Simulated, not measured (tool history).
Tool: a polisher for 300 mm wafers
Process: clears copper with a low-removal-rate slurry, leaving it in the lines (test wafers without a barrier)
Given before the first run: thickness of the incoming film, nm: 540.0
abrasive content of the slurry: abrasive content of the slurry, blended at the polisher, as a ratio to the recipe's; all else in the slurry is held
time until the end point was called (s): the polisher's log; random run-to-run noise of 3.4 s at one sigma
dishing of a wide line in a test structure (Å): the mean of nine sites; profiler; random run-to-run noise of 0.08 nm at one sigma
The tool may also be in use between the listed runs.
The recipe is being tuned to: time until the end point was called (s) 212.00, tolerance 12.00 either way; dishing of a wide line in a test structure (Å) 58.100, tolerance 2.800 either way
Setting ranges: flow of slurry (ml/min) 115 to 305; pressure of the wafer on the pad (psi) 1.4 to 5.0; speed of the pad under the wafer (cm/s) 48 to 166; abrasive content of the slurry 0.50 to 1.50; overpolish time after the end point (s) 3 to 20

run	hour	flow of slurry (ml/min)	pressure of the wafer on the pad (psi)	speed of the pad under the wafer (cm/s)	abrasive content of the slurry	overpolish time after the end point (s)	time until the end point was called (s)	dishing of a wide line in a test structure (Å)
1	0.0	195	3.2	106	1.00	10	159.70	242.610
2	6.2	195	3.2	106	1.00	12	151.40	283.700
3	10.8	195	2.9	102	1.00	10	169.99	212.910
4	11.8	195	2.9	102	1.00	6	171.19	137.430
5	19.9	195	2.9	102	1.00	9	170.78	194.920
6	20.9	195	2.9	102	0.90	9	173.93	198.040
7	26.5	200	2.0	84	1.15	4	260.79	66.065
8	33.7	225	1.9	88	1.25	4	243.02	68.242
9	37.5	245	1.8	90	1.30	4	240.63	66.480
10	44.9	260	1.7	92	1.35	4	240.68	68.342
11	51.2	225	1.7	94	1.40	4	237.55	69.100
12	60.1	245	1.6	96	1.45	4	231.25	67.931
13	60.7	260	1.5	96	1.45	4	240.27	67.482

5 next moves are on the table. One of them brings every result within its allowed miss. Which?
A	61.3	255	1.4	88	1.35	5	?	?
B	61.3	250	1.7	108	1.25	3	?	?
C	61.3	280	1.4	80	1.50	4	?	?
D	61.3	275	1.4	94	1.40	5	?	?
E	61.3	220	1.4	122	1.50	4	?	?

move	time until the end point was called (s)	dishing of a wide line in a test structure (Å)
A	277.37	74.131
B	212.41	58.664
C	292.40	56.817
D	257.81	79.507
E	206.55	79.397
A: lands further from the targets than the last run did
B: each result inside its tolerance
C: brings the last run's worst result on target, with another outside its allowed miss
D: lands further from the targets than the last run did
E: lands further from the targets than the last run did
Go with B: it meets all targets.

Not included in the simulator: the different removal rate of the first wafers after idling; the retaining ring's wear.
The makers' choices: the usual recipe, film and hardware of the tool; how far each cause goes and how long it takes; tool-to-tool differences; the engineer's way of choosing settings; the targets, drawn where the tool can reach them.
